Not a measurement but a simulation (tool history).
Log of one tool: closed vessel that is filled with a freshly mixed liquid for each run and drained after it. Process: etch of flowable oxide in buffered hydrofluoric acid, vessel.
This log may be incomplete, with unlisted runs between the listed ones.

| run | hour | temperature setpoint of the liquid (C) | parts of 40 % ammonium fluoride to one part of 49 % hydrofluoric acid (parts by volume) | time in the liquid (s) | thickness taken off the flowable oxide on a monitor wafer (nm) |
|---|---|---|---|---|---|
| 1 | 0.0 | 25.0 | 12 | 90 | 295.69 |
| 2 | 4.2 | 26.5 | 12 | 90 | 327.83 |
| 3 | 13.0 | 27.5 | 12 | 90 | 340.02 |
| 4 | 18.1 | 27.5 | 12 | 90 | 344.18 |
| 5 | 25.0 | 27.5 | 12 | 95 | 357.18 |
| 6 | 33.8 | 27.5 | 12 | 95 | 357.52 |

What does the tool deliver on the next run?
| 7 | 41.5 | 28.5 | 12 | 95 | ? |

Run 7 yielded thickness taken off the flowable oxide on a monitor wafer (nm) 381.50.
